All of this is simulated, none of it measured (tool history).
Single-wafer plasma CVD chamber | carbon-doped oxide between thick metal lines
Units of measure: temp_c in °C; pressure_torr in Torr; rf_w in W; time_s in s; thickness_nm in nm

{"run": 1, "hour": 0.0, "temp_c": 330, "pressure_torr": 5.68, "rf_w": 380, "time_s": 183, "thickness_nm": 777.4}
{"run": 2, "hour": 2.6, "temp_c": 330, "pressure_torr": 5.2, "rf_w": 380, "time_s": 183, "thickness_nm": 767.77}
{"run": 3, "hour": 7.5, "temp_c": 330, "pressure_torr": 5.2, "rf_w": 355, "time_s": 183, "thickness_nm": 719.01}
{"run": 4, "hour": 15.0, "temp_c": 330, "pressure_torr": 5.7, "rf_w": 355, "time_s": 183, "thickness_nm": 739.15}
{"run": 5, "hour": 19.7, "temp_c": 330, "pressure_torr": 6.63, "rf_w": 355, "time_s": 183, "thickness_nm": 750.61}
{"run": 6, "hour": 23.8, "temp_c": 334, "pressure_torr": 6.1, "rf_w": 345, "time_s": 183, "thickness_nm": 717.12}
{"run": 7, "hour": 29.4, "temp_c": 337, "pressure_torr": 5.62, "rf_w": 340, "time_s": 183, "thickness_nm": 693.84}
{"run": 8, "hour": 30.7, "temp_c": 340, "pressure_torr": 5.21, "rf_w": 335, "time_s": 183, "thickness_nm": 670.41}
{"run": 9, "hour": 37.8, "temp_c": 342, "pressure_torr": 4.93, "rf_w": 335, "time_s": 183, "thickness_nm": 655.89}
{"run": 10, "hour": 46.7, "temp_c": 344, "pressure_torr": 4.78, "rf_w": 335, "time_s": 183, "thickness_nm": 650.68}
{"run": 11, "hour": 51.6, "temp_c": 352, "pressure_torr": 3.81, "rf_w": 325, "time_s": 183, "thickness_nm": 589.34}
{"hour": 56.6, "done": "RF generator calibrated"}
{"run": 12, "hour": 56.6, "temp_c": 350, "pressure_torr": 3.85, "rf_w": 325, "time_s": 183, "thickness_nm": 638.53}

Expected results for the next run?
{"run": 13, "hour": 64.9, "temp_c": 351, "pressure_torr": 3.91, "rf_w": 325, "time_s": 183, "thickness_nm": "?"}

{"run 13": {"thickness_nm": 634.84}}
